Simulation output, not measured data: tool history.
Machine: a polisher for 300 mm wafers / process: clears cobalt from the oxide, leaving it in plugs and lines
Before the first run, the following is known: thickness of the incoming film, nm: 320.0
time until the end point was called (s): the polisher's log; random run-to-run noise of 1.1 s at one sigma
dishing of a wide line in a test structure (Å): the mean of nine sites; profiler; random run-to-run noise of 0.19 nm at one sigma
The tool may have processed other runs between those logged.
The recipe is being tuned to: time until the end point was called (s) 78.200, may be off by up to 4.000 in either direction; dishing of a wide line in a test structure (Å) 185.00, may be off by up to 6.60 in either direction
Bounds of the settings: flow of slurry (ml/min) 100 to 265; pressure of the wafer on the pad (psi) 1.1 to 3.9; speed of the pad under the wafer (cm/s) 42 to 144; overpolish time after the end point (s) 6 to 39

| run | day | flow of slurry (ml/min) | pressure of the wafer on the pad (psi) | speed of the pad under the wafer (cm/s) | overpolish time after the end point (s) | time until the end point was called (s) | dishing of a wide line in a test structure (Å) |
|---|---|---|---|---|---|---|---|
| 1 | 0.000 | 170 | 2.5 | 92 | 20 | 67.775 | 370.34 |
| 2 | 0.296 | 205 | 2.5 | 92 | 20 | 67.330 | 381.18 |
| 3 | 0.383 | 180 | 2.5 | 92 | 20 | 68.892 | 375.09 |
| 4 | 0.675 | 160 | 2.3 | 92 | 16 | 75.627 | 341.99 |
| 5 | 0.925 | 190 | 2.3 | 92 | 16 | 73.459 | 343.44 |
| 6 | 1.121 | 190 | 2.3 | 102 | 16 | 67.315 | 352.42 |
| 7 | 1.217 | 165 | 2.0 | 108 | 13 | 71.369 | 310.42 |
| 8 | 1.500 | 150 | 1.8 | 114 | 11 | 75.569 | 283.81 |
| 9 | 1.612 | 135 | 1.6 | 122 | 10 | 77.605 | 257.28 |
| 10 | 1.754 | 125 | 1.5 | 128 | 9 | 80.123 | 238.83 |
| 11 | 1.808 | 120 | 1.4 | 132 | 8 | 85.106 | 217.25 |
| 12 | 2.179 | 115 | 1.4 | 136 | 7 | 80.253 | 201.71 |
| 13 | 2.525 | 110 | 1.4 | 138 | 7 | 79.948 | 207.18 |
| 14 | 2.754 | 105 | 1.4 | 140 | 7 | 79.592 | 200.71 |
| 15 | 3.012 | 105 | 1.4 | 142 | 7 | 80.482 | 205.00 |

Consider the 4 candidate settings below. Which is the only one whose results all fall within their allowed miss of target?
| A | 3.271 | 130 | 1.3 | 144 | 6 | ? | ? |
| B | 3.271 | 100 | 1.4 | 126 | 6 | ? | ? |
| C | 3.271 | 115 | 1.6 | 132 | 9 | ? | ? |
| D | 3.271 | 120 | 1.1 | 144 | 6 | ? | ? |

| move | time until the end point was called (s) | dishing of a wide line in a test structure (Å) |
|---|---|---|
| A | 81.190 | 186.36 |
| B | 91.447 | 170.35 |
| C | 76.560 | 255.87 |
| D | 93.427 | 167.59 |
A: every result lands within tolerance
B: the result that was furthest off in the last run now lies on the other side of its target
C: the biggest miss grows against the last run
D: the result that was furthest off in the last run now lies on the other side of its target
So the answer is move A, the one that meets all the targets.
